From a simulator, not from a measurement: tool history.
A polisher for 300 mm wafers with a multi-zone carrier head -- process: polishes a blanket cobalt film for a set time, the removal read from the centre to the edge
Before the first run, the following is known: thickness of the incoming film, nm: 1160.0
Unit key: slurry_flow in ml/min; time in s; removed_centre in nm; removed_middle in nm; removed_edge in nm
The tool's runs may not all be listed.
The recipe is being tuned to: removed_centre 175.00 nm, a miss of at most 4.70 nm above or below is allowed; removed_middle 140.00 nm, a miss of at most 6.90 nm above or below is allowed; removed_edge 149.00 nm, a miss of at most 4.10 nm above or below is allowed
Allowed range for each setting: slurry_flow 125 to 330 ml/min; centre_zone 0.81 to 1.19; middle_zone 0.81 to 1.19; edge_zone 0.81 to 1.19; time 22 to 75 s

run  hour  slurry_flow  centre_zone  middle_zone  edge_zone  time  removed_centre  removed_middle  removed_edge
  1   0.0          210         1.00         1.00       1.00    48          174.86          178.43        172.39
  2   5.9          205         1.01         0.97       0.98    48          174.15          173.39        172.90
  3   8.0          205         1.01         0.97       1.03    48          172.82          173.16        175.04
  4  12.8          205         1.01         0.97       1.11    48          175.40          174.14        179.38
  5  20.1          205         1.01         0.97       1.11    40          145.62          148.86        149.77
  6  22.2          215         1.03         0.96       1.10    40          146.59          141.52        151.58
  7  29.5          215         1.05         0.97       1.07    40          150.99          144.88        146.35
  8  34.3          220         1.07         0.97       1.08    40          155.56          145.14        147.54
  9  35.5          225         1.08         0.97       1.08    40          155.68          144.60        149.21
 10  36.7          230         1.10         0.97       1.07    40          157.18          143.99        147.43
 11  40.6          230         1.10         0.97       1.07    40          157.98          146.75        150.13
 12  44.4          225         1.11         0.96       1.05    40          159.39          145.26        146.96
 13  51.0          230         1.12         0.95       1.04    40          160.10          145.23        147.17
 14  56.5          270         1.19         0.85       1.00    40          169.93          130.50        145.66

Next run, 5 choices. One meets every target within its allowed miss, the rest don't. Which?
  A  62.0          260         1.08         0.90       1.03    42               ?               ?             ?
  B  62.0          295         1.19         0.89       1.00    40               ?               ?             ?
  C  62.0          265         1.12         0.81       1.08    39               ?               ?             ?
  D  62.0          285         1.15         0.81       1.04    39               ?               ?             ?
  E  62.0          280         1.19         1.03       0.99    39               ?               ?             ?

move  removed_centre  removed_middle  removed_edge
   A          163.56          143.42        156.15
   B          171.77          136.78        148.21
   C          157.01          122.30        148.23
   D          161.86          123.09        146.64
   E          166.80          150.06        143.17
A: brings the last run's worst result on target, with another outside its allowed miss
B: each result inside its tolerance
C: its largest miss is bigger than the last run's
D: its largest miss is bigger than the last run's
E: takes the biggest miss from the last run beyond its target
Answer: B

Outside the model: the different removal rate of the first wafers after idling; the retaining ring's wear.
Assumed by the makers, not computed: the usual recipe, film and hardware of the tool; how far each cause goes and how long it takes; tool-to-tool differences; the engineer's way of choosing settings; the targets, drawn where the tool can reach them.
